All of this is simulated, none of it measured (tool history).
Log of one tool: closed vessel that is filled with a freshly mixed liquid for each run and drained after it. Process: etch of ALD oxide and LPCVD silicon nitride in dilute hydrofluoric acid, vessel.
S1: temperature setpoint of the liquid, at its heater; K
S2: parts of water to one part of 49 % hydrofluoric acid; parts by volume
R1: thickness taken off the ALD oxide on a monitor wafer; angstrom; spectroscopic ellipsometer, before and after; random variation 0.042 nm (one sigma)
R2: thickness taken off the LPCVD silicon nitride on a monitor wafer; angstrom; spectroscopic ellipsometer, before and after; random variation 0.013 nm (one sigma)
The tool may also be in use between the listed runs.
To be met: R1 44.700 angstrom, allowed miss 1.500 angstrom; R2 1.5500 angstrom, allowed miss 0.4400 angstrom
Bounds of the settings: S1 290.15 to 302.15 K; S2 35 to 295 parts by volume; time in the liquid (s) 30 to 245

{"run": 1, "day": 0.0, "S1": 294.15, "S2": 165, "time in the liquid (s)": 125, "R1": 85.004, "R2": 2.5367}
{"run": 2, "day": 0.058, "S1": 293.65, "S2": 175, "time in the liquid (s)": 125, "R1": 76.249, "R2": 2.1876}
{"run": 3, "day": 0.267, "S1": 290.65, "S2": 175, "time in the liquid (s)": 125, "R1": 68.712, "R2": 1.9211}
{"run": 4, "day": 0.425, "S1": 290.65, "S2": 175, "time in the liquid (s)": 100, "R1": 54.261, "R2": 1.5737}
{"run": 5, "day": 0.529, "S1": 292.65, "S2": 175, "time in the liquid (s)": 100, "R1": 59.924, "R2": 1.9012}
{"run": 6, "day": 0.733, "S1": 292.65, "S2": 180, "time in the liquid (s)": 100, "R1": 56.73, "R2": 1.8395}
{"run": 7, "day": 1.062, "S1": 292.65, "S2": 185, "time in the liquid (s)": 100, "R1": 55.709, "R2": 1.6676}
{"run": 8, "day": 1.167, "S1": 292.65, "S2": 190, "time in the liquid (s)": 100, "R1": 53.023, "R2": 1.8637}
{"run": 9, "day": 1.408, "S1": 292.15, "S2": 190, "time in the liquid (s)": 100, "R1": 52.513, "R2": 1.7442}

Which of these 5 next moves meets every target?
{"run": "A", "day": 1.65, "S1": 293.65, "S2": 140, "time in the liquid (s)": 80, "R1": "?", "R2": "?"}
{"run": "B", "day": 1.65, "S1": 293.65, "S2": 190, "time in the liquid (s)": 105, "R1": "?", "R2": "?"}
{"run": "C", "day": 1.65, "S1": 296.65, "S2": 235, "time in the liquid (s)": 135, "R1": "?", "R2": "?"}
{"run": "D", "day": 1.65, "S1": 295.65, "S2": 230, "time in the liquid (s)": 95, "R1": "?", "R2": "?"}
{"run": "E", "day": 1.65, "S1": 299.15, "S2": 265, "time in the liquid (s)": 85, "R1": "?", "R2": "?"}

move=A R1=63.537 R2=1.9991
move=B R1=58.349 R2=1.9480
move=C R1=64.848 R2=2.4649
move=D R1=45.178 R2=1.6634
move=E R1=38.355 R2=1.6066
A: further off than the last run
B: further off than the last run
C: further off than the last run
D: meets every target
E: takes the result that was furthest off past its target
Move D is the one to make.
